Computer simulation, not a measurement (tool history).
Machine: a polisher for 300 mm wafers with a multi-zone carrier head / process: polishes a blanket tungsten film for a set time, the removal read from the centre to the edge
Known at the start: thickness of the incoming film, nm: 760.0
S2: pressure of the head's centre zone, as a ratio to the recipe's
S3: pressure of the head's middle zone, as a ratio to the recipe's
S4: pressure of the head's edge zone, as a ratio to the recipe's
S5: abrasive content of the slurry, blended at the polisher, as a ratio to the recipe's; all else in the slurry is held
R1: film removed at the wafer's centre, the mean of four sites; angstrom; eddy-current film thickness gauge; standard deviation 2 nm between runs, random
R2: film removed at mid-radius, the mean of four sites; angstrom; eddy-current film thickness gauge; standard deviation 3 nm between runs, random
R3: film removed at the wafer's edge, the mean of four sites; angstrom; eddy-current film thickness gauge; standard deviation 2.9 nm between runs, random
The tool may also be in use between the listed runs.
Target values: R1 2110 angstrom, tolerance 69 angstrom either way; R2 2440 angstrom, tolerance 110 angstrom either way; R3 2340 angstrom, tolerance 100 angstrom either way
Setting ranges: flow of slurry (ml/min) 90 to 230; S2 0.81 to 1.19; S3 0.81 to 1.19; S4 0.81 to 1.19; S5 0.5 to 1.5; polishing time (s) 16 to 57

{"run": 1, "hour": 0.0, "flow of slurry (ml/min)": 150, "S2": 1, "S3": 1, "S4": 1, "S5": 1, "polishing time (s)": 36, "R1": 1540.2, "R2": 1542, "R3": 1491.6}
{"run": 2, "hour": 4.8, "flow of slurry (ml/min)": 155, "S2": 0.98, "S3": 1.03, "S4": 1.04, "S5": 1.15, "polishing time (s)": 39, "R1": 1726.4, "R2": 1738.5, "R3": 1649.7}
{"run": 3, "hour": 6.3, "flow of slurry (ml/min)": 150, "S2": 0.93, "S3": 1.03, "S4": 1.06, "S5": 1.2, "polishing time (s)": 43, "R1": 1797.1, "R2": 1911.2, "R3": 1842.2}
{"run": 4, "hour": 7.0, "flow of slurry (ml/min)": 150, "S2": 0.91, "S3": 1.04, "S4": 1.08, "S5": 1.3, "polishing time (s)": 45, "R1": 1889.8, "R2": 2128.6, "R3": 1972.4}
{"run": 5, "hour": 7.6, "flow of slurry (ml/min)": 180, "S2": 0.91, "S3": 1.04, "S4": 1.08, "S5": 1.3, "polishing time (s)": 45, "R1": 1897.2, "R2": 2151.1, "R3": 2087}
{"run": 6, "hour": 9.7, "flow of slurry (ml/min)": 180, "S2": 0.91, "S3": 1.04, "S4": 1.05, "S5": 1.3, "polishing time (s)": 45, "R1": 1912.7, "R2": 2181.1, "R3": 2031.7}
{"run": 7, "hour": 18.2, "flow of slurry (ml/min)": 190, "S2": 0.92, "S3": 1.05, "S4": 1.07, "S5": 1.35, "polishing time (s)": 45, "R1": 2001.3, "R2": 2181.2, "R3": 2052.9}
{"run": 8, "hour": 26.8, "flow of slurry (ml/min)": 195, "S2": 0.91, "S3": 1.05, "S4": 1.09, "S5": 1.4, "polishing time (s)": 46, "R1": 1999.1, "R2": 2298.6, "R3": 2132.6}
{"run": 9, "hour": 34.8, "flow of slurry (ml/min)": 195, "S2": 0.91, "S3": 1.05, "S4": 1.09, "S5": 1.4, "polishing time (s)": 46, "R1": 1990.4, "R2": 2273.3, "R3": 2148.9}
{"run": 10, "hour": 35.6, "flow of slurry (ml/min)": 200, "S2": 0.91, "S3": 1.05, "S4": 1.1, "S5": 1.4, "polishing time (s)": 47, "R1": 2081.3, "R2": 2361, "R3": 2235.4}
{"run": 11, "hour": 38.6, "flow of slurry (ml/min)": 200, "S2": 0.91, "S3": 1.05, "S4": 1.1, "S5": 1.4, "polishing time (s)": 47, "R1": 2043.7, "R2": 2352.5, "R3": 2211}
{"run": 12, "hour": 39.5, "flow of slurry (ml/min)": 200, "S2": 0.91, "S3": 1.04, "S4": 1.11, "S5": 1.4, "polishing time (s)": 47, "R1": 2073.4, "R2": 2318.4, "R3": 2215.3}
{"run": 13, "hour": 46.5, "flow of slurry (ml/min)": 200, "S2": 0.91, "S3": 1.04, "S4": 1.11, "S5": 1.4, "polishing time (s)": 47, "R1": 2044.1, "R2": 2314.2, "R3": 2234.7}
{"run": 14, "hour": 53.7, "flow of slurry (ml/min)": 200, "S2": 0.91, "S3": 1.04, "S4": 1.12, "S5": 1.4, "polishing time (s)": 47, "R1": 2056.5, "R2": 2333.9, "R3": 2244.4}
{"run": 15, "hour": 57.4, "flow of slurry (ml/min)": 200, "S2": 0.91, "S3": 1.04, "S4": 1.13, "S5": 1.4, "polishing time (s)": 47, "R1": 2082.1, "R2": 2352.7, "R3": 2264.6}
{"run": 16, "hour": 58.4, "flow of slurry (ml/min)": 200, "S2": 0.91, "S3": 1.04, "S4": 1.14, "S5": 1.4, "polishing time (s)": 47, "R1": 2060.4, "R2": 2325.4, "R3": 2258.4}

Below are 5 possible settings for the next run. Only one of them brings all results inside the allowed miss of their targets. Which is it?
{"run": "A", "hour": 59.4, "flow of slurry (ml/min)": 180, "S2": 0.89, "S3": 1.13, "S4": 0.97, "S5": 1.35, "polishing time (s)": 49, "R1": "?", "R2": "?", "R3": "?"}
{"run": "B", "hour": 59.4, "flow of slurry (ml/min)": 205, "S2": 0.9, "S3": 0.94, "S4": 1.19, "S5": 1.3, "polishing time (s)": 49, "R1": "?", "R2": "?", "R3": "?"}
{"run": "C", "hour": 59.4, "flow of slurry (ml/min)": 190, "S2": 0.91, "S3": 1.09, "S4": 1.12, "S5": 1.45, "polishing time (s)": 45, "R1": "?", "R2": "?", "R3": "?"}
{"run": "D", "hour": 59.4, "flow of slurry (ml/min)": 185, "S2": 0.9, "S3": 1.07, "S4": 1.16, "S5": 1.45, "polishing time (s)": 49, "R1": "?", "R2": "?", "R3": "?"}
{"run": "E", "hour": 59.4, "flow of slurry (ml/min)": 205, "S2": 0.91, "S3": 1.06, "S4": 1.19, "S5": 1.2, "polishing time (s)": 46, "R1": "?", "R2": "?", "R3": "?"}

move=A R1=2088.2 R2=2555.7 R3=2118.7
move=B R1=2131.3 R2=2204.2 R3=2357
move=C R1=2006.7 R2=2326.5 R3=2129.6
move=D R1=2152.3 R2=2484.9 R3=2355
move=E R1=1991.1 R2=2251.7 R3=2172.3
A: the result that was furthest off in the last run now lies on the other side of its target
B: moves away from the targets compared with the last run
C: moves away from the targets compared with the last run
D: each result inside its tolerance
E: moves away from the targets compared with the last run
The move that meets every target is D.
